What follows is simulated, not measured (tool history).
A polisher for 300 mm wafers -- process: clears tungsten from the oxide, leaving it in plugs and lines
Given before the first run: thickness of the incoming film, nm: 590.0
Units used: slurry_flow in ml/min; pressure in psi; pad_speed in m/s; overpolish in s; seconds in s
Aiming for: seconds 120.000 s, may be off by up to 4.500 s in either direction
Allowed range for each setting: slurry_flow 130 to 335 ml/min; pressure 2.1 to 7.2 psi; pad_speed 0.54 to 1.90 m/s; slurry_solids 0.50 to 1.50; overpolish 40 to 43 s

| run | hour | slurry_flow | pressure | pad_speed | slurry_solids | overpolish | seconds |
|---|---|---|---|---|---|---|---|
| 1 | 0.0 | 215 | 4.6 | 1.22 | 1.00 | 40 | 76.877 |
| 2 | 8.8 | 170 | 4.6 | 1.22 | 1.00 | 40 | 77.794 |
| 3 | 16.4 | 170 | 4.1 | 1.22 | 1.00 | 40 | 87.842 |
| 4 | 25.0 | 200 | 4.1 | 1.22 | 1.00 | 40 | 86.207 |
| 5 | 26.4 | 165 | 4.1 | 1.22 | 1.00 | 40 | 88.015 |
| 6 | 33.2 | 165 | 3.8 | 1.22 | 1.00 | 40 | 94.481 |
| 7 | 35.4 | 165 | 3.6 | 1.22 | 1.00 | 40 | 99.135 |
| 8 | 38.7 | 165 | 3.4 | 1.22 | 1.00 | 40 | 104.980 |
| 9 | 42.7 | 165 | 3.3 | 1.22 | 1.00 | 40 | 107.510 |
| 10 | 49.2 | 165 | 3.2 | 1.22 | 1.00 | 40 | 110.760 |
| 11 | 51.6 | 165 | 3.1 | 1.22 | 1.00 | 40 | 115.350 |

Next run, 5 choices. One meets every target within its allowed miss, the rest don't. Which?
| A | 54.0 | 165 | 3.0 | 1.08 | 1.05 | 43 | ? |
| B | 54.0 | 135 | 3.2 | 1.44 | 0.65 | 40 | ? |
| C | 54.0 | 290 | 3.9 | 0.94 | 0.75 | 40 | ? |
| D | 54.0 | 130 | 4.0 | 0.86 | 1.05 | 40 | ? |
| E | 54.0 | 200 | 3.0 | 1.36 | 0.90 | 43 | ? |

| move | seconds |
|---|---|
| A | 130.170 |
| B | 110.000 |
| C | 119.010 |
| D | 129.910 |
| E | 105.400 |
A: pushes the last run's worst result past its target
B: further off than the last run
C: all results in spec
D: pushes the last run's worst result past its target
E: further off than the last run
Move C is the one to make.
